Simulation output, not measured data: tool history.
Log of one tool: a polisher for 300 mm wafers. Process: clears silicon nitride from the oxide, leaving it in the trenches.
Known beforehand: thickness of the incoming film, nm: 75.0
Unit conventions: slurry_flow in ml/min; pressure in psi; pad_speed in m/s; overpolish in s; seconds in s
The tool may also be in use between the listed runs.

run	hour	slurry_flow	pressure	pad_speed	overpolish	seconds
1	0	155	2.9	0.92	16	88.689
2	2.5	150	2.6	0.92	16	99.048
3	11.4	145	2.4	0.92	16	109.33
4	12.4	145	2.4	0.92	16	109.43
5	18.3	145	1.8	0.92	16	143.32
6	24.4	150	1.9	0.92	16	135.8

Predict the results of run 7:
7	28.1	150	1.9	0.92	16	?

Run 7 yielded seconds 134.53 s.

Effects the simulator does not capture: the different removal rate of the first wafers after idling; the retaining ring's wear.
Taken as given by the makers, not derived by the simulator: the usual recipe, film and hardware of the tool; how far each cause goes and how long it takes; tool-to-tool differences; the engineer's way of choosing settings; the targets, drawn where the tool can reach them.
